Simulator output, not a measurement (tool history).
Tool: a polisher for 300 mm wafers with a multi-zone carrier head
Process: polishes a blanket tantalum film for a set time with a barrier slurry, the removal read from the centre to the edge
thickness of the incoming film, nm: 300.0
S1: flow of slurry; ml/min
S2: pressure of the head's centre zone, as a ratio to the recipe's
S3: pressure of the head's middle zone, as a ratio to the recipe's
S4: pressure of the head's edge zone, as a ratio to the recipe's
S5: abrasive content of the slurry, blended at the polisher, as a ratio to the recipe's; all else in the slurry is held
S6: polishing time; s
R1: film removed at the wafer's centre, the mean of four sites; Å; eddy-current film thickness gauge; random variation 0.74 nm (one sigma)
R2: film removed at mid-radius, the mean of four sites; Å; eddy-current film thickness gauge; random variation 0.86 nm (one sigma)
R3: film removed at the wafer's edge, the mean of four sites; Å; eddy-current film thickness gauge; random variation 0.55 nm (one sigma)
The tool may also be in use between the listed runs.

run,hour,S1,S2,S3,S4,S5,S6,R1,R2,R3
1,0.0,175,1.00,1.00,1.00,1.00,65,943.62,945.00,929.88
2,1.6,175,1.00,1.00,0.92,1.00,65,947.54,948.77,899.18
3,6.0,175,1.00,0.93,0.92,1.00,65,961.90,891.87,894.96
4,7.8,175,1.00,0.93,0.92,1.00,54,792.31,727.70,745.07
5,12.0,170,0.98,0.93,0.91,0.90,54,743.05,699.21,701.92
6,16.8,170,0.98,0.93,0.85,0.90,54,738.42,691.54,680.21
7,24.8,165,0.96,0.93,0.85,0.85,54,696.40,672.01,659.29
8,32.5,160,0.94,0.93,0.84,0.85,54,669.89,700.95,661.55
9,33.2,155,0.93,0.91,0.84,0.80,54,648.09,649.03,647.77

Forecast run 10:
10,34.3,135,0.85,0.94,0.81,0.65,53,?,?,?

R1: 500.27 Å
R2: 559.91 Å
R3: 539.49 Å
